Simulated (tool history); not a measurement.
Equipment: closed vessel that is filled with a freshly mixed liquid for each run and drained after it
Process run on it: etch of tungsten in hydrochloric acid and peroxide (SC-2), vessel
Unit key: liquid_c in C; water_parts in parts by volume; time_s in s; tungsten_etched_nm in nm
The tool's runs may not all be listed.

run  hour  liquid_c  water_parts  time_s  tungsten_etched_nm
  1   0.0      51.0           10     155             27.1860
  2   3.1      44.0           10     155             16.7710
  3  10.2      44.0           10     165             18.0490
  4  14.8      39.5           10     165             13.0030
  5  21.9      35.5           10     165              9.8388
  6  23.3      35.0           10     165              9.5299
  7  28.3      41.0           10     165             14.5390
  8  35.4      45.5           10     165             19.8080
  9  40.4      45.5           10     165             19.8800
 10  48.4      49.0           10     165             25.5560
 11  52.3      49.0           10     165             25.4960

Run 12, settings as shown, results not yet in. Your forecast:
 12  55.7      51.5           10     165                   ?

For run 12 the tool returned tungsten_etched_nm 29.7100 nm.
